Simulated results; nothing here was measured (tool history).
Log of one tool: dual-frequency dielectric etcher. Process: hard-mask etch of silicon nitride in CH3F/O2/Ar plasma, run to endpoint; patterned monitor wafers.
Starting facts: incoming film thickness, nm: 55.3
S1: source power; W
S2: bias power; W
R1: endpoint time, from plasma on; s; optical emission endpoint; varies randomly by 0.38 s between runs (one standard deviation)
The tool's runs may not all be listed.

run	hour	S1	S2	R1
1	0	550	57	73.68
2	4.9	610	61	68.511
3	7.6	680	61	64.485
4	8.8	700	62	63.218
5	12.6	640	62	65.383
6	13.2	580	62	69.684

The next listed run, before its measurement:
7	16.3	690	65	?

R1: 62.638 s
